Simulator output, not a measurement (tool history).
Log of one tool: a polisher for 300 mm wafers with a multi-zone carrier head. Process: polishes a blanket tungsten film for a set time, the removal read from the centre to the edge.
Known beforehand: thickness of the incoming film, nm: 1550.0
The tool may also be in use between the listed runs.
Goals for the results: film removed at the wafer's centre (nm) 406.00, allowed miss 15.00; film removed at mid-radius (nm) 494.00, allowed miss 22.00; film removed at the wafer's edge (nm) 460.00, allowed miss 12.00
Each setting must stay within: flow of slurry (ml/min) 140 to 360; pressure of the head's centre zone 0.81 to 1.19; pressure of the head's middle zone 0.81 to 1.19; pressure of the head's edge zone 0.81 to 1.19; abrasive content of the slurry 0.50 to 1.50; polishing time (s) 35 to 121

| run | hour | flow of slurry (ml/min) | pressure of the head's centre zone | pressure of the head's middle zone | pressure of the head's edge zone | abrasive content of the slurry | polishing time (s) | film removed at the wafer's centre (nm) | film removed at mid-radius (nm) | film removed at the wafer's edge (nm) |
|---|---|---|---|---|---|---|---|---|---|---|
| 1 | 0.0 | 230 | 1.00 | 1.00 | 1.00 | 1.00 | 78 | 414.29 | 421.41 | 411.53 |
| 2 | 1.6 | 235 | 0.99 | 1.02 | 1.02 | 1.00 | 78 | 407.44 | 418.44 | 415.29 |
| 3 | 5.1 | 240 | 0.98 | 1.04 | 1.02 | 1.05 | 78 | 419.19 | 437.36 | 418.64 |
| 4 | 13.2 | 240 | 0.98 | 1.04 | 0.97 | 1.05 | 78 | 405.27 | 453.05 | 416.06 |
| 5 | 19.9 | 240 | 0.98 | 1.01 | 0.97 | 1.05 | 78 | 410.49 | 427.10 | 411.76 |
| 6 | 27.9 | 205 | 0.98 | 1.01 | 0.97 | 1.05 | 78 | 405.57 | 423.40 | 405.50 |
| 7 | 30.0 | 215 | 0.96 | 1.03 | 0.99 | 1.05 | 78 | 393.32 | 421.44 | 404.28 |
| 8 | 31.6 | 230 | 0.95 | 1.05 | 1.00 | 1.05 | 78 | 394.45 | 440.98 | 421.40 |
| 9 | 37.2 | 240 | 0.95 | 1.06 | 1.01 | 1.05 | 78 | 399.77 | 447.27 | 416.38 |
| 10 | 42.0 | 250 | 0.93 | 1.07 | 1.02 | 1.05 | 78 | 390.70 | 451.87 | 420.50 |
| 11 | 43.0 | 260 | 0.92 | 1.08 | 1.03 | 1.05 | 78 | 387.76 | 459.40 | 419.14 |
| 12 | 49.1 | 260 | 0.91 | 1.09 | 1.05 | 1.10 | 78 | 388.00 | 465.93 | 433.87 |
| 13 | 52.0 | 265 | 0.91 | 1.09 | 1.06 | 1.10 | 78 | 391.84 | 466.67 | 436.22 |
| 14 | 54.3 | 270 | 0.91 | 1.09 | 1.07 | 1.10 | 78 | 388.79 | 476.34 | 441.44 |
| 15 | 60.9 | 275 | 0.91 | 1.09 | 1.08 | 1.10 | 78 | 388.37 | 457.58 | 439.18 |
| 16 | 62.7 | 275 | 0.91 | 1.10 | 1.08 | 1.10 | 78 | 388.25 | 475.16 | 443.24 |

Which single option among these 5 for the next run brings every result within its allowed miss of target? Just one does.
| A | 64.5 | 235 | 0.81 | 0.96 | 1.17 | 1.00 | 86 | ? | ? | ? |
| B | 64.5 | 290 | 0.83 | 0.99 | 1.03 | 1.25 | 80 | ? | ? | ? |
| C | 64.5 | 250 | 0.91 | 1.04 | 1.06 | 1.10 | 77 | ? | ? | ? |
| D | 64.5 | 345 | 0.94 | 1.17 | 1.19 | 0.95 | 79 | ? | ? | ? |
| E | 64.5 | 265 | 0.81 | 0.92 | 1.19 | 1.15 | 82 | ? | ? | ? |

| move | film removed at the wafer's centre (nm) | film removed at mid-radius (nm) | film removed at the wafer's edge (nm) |
|---|---|---|---|
| A | 365.74 | 447.80 | 488.84 |
| B | 378.02 | 462.04 | 460.81 |
| C | 380.17 | 441.99 | 429.89 |
| D | 404.80 | 501.35 | 460.58 |
| E | 366.35 | 432.23 | 491.33 |
A: takes the biggest miss from the last run beyond its target
B: corrects the largest miss of the last run, while another result sits out of spec
C: misses by more than the last run did
D: each result inside its tolerance
E: takes the biggest miss from the last run beyond its target
The right move is D.
